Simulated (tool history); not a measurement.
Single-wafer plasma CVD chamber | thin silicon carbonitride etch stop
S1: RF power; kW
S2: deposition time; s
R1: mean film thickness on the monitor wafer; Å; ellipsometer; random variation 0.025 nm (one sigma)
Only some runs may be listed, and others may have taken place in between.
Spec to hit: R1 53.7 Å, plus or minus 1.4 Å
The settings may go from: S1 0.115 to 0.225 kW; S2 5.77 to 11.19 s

run,hour,S1,S2,R1
1,0,0.17,8.48,47.86
2,8.3,0.175,8.58,49.039
3,11,0.18,8.64,50.185
4,11.9,0.185,8.67,50.324
5,17.3,0.175,8.67,49.138
6,22.2,0.155,8.67,47.95
7,29.4,0.16,8.77,48.392
8,30.2,0.165,8.85,49.337
9,35.7,0.17,8.92,50.422
10,44.2,0.175,8.97,51.505
11,47.7,0.175,9,51.823
# hour 50.6: thermocouple changed; heater temperature recalibrated
12,50.6,0.175,9.02,51.636

Of the 5 settings listed for the next run, only one would bring every result within its allowed miss of target. Which one?
A,53.5,0.16,9.02,?
B,53.5,0.175,9.94,?
C,53.5,0.16,9.57,?
D,53.5,0.175,8.74,?
E,53.5,0.205,8.5,?

move,R1
A,49.984
B,56.778
C,53.031
D,49.923
E,51.183
A: misses by more than the last run did
B: takes the biggest miss from the last run beyond its target
C: every result lands within tolerance
D: misses by more than the last run did
E: misses by more than the last run did
The move that meets every target is C.

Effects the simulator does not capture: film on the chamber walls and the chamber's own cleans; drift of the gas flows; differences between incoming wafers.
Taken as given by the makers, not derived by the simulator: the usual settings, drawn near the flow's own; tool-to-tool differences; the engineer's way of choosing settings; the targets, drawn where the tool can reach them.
